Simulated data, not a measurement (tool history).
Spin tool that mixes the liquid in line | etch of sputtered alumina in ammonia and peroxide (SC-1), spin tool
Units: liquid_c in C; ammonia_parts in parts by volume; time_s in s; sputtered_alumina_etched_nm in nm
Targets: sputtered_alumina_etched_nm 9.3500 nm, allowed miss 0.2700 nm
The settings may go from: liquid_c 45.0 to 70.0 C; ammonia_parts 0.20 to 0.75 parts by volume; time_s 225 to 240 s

{"run": 1, "hour": 0.0, "liquid_c": 61.0, "ammonia_parts": 0.45, "time_s": 225, "sputtered_alumina_etched_nm": 15.615}
{"run": 2, "hour": 6.0, "liquid_c": 58.5, "ammonia_parts": 0.45, "time_s": 225, "sputtered_alumina_etched_nm": 13.726}
{"run": 3, "hour": 10.1, "liquid_c": 57.0, "ammonia_parts": 0.45, "time_s": 225, "sputtered_alumina_etched_nm": 12.674}
{"run": 4, "hour": 16.5, "liquid_c": 55.5, "ammonia_parts": 0.45, "time_s": 225, "sputtered_alumina_etched_nm": 11.685}
{"run": 5, "hour": 21.4, "liquid_c": 54.5, "ammonia_parts": 0.45, "time_s": 225, "sputtered_alumina_etched_nm": 11.22}
{"run": 6, "hour": 29.8, "liquid_c": 47.5, "ammonia_parts": 0.45, "time_s": 225, "sputtered_alumina_etched_nm": 7.576}
{"run": 7, "hour": 31.3, "liquid_c": 48.5, "ammonia_parts": 0.45, "time_s": 225, "sputtered_alumina_etched_nm": 8.0806}
{"run": 8, "hour": 35.1, "liquid_c": 49.0, "ammonia_parts": 0.45, "time_s": 225, "sputtered_alumina_etched_nm": 8.1912}
{"run": 9, "hour": 37.7, "liquid_c": 49.5, "ammonia_parts": 0.45, "time_s": 225, "sputtered_alumina_etched_nm": 8.5227}

4 next moves are on the table. One of them brings every result within its allowed miss. Which?
{"run": "A", "hour": 40.3, "liquid_c": 50.0, "ammonia_parts": 0.5, "time_s": 240, "sputtered_alumina_etched_nm": "?"}
{"run": "B", "hour": 40.3, "liquid_c": 51.5, "ammonia_parts": 0.45, "time_s": 240, "sputtered_alumina_etched_nm": "?"}
{"run": "C", "hour": 40.3, "liquid_c": 52.0, "ammonia_parts": 0.25, "time_s": 240, "sputtered_alumina_etched_nm": "?"}
{"run": "D", "hour": 40.3, "liquid_c": 51.5, "ammonia_parts": 0.55, "time_s": 230, "sputtered_alumina_etched_nm": "?"}

move=A sputtered_alumina_etched_nm=9.3587
move=B sputtered_alumina_etched_nm=10.0580
move=C sputtered_alumina_etched_nm=9.7741
move=D sputtered_alumina_etched_nm=9.8239
A: meets every target
B: takes the result that was furthest off past its target
C: takes the result that was furthest off past its target
D: takes the result that was furthest off past its target
Answer: A
